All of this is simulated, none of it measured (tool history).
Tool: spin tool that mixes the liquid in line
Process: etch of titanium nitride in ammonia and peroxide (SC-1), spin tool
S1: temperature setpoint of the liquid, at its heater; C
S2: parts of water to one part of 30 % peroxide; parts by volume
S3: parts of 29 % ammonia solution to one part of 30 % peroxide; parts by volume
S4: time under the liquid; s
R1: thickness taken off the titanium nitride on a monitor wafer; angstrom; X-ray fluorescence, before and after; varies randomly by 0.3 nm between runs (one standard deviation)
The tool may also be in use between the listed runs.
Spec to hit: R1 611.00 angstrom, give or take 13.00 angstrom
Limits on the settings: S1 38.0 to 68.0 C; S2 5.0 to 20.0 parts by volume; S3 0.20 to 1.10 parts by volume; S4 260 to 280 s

run	hour	S1	S2	S3	S4	R1
1	0.0	52.0	11.0	0.60	260	183.03
2	4.4	56.5	10.5	0.60	260	255.58
3	11.6	61.0	10.5	0.60	260	342.49
4	20.5	63.0	10.0	0.60	260	401.25
5	28.1	63.0	6.0	0.60	260	517.37
6	36.8	63.5	6.0	0.60	260	539.33
7	43.0	64.0	6.0	0.60	260	548.94
8	47.4	64.5	6.0	0.60	260	561.67
9	48.8	65.0	6.0	0.60	260	586.04

Next run, 4 choices. One meets every target within its allowed miss, the rest don't. Which?
A	50.2	63.5	5.0	0.55	280	?
B	50.2	66.0	7.5	0.45	280	?
C	50.2	65.5	6.5	0.55	265	?
D	50.2	66.0	7.5	0.75	260	?

move	R1
A	616.17
B	575.59
C	585.45
D	580.37
A: in spec on every target
B: the biggest miss grows against the last run
C: neither nearer nor further off than the last run
D: the biggest miss grows against the last run
A meets every target.

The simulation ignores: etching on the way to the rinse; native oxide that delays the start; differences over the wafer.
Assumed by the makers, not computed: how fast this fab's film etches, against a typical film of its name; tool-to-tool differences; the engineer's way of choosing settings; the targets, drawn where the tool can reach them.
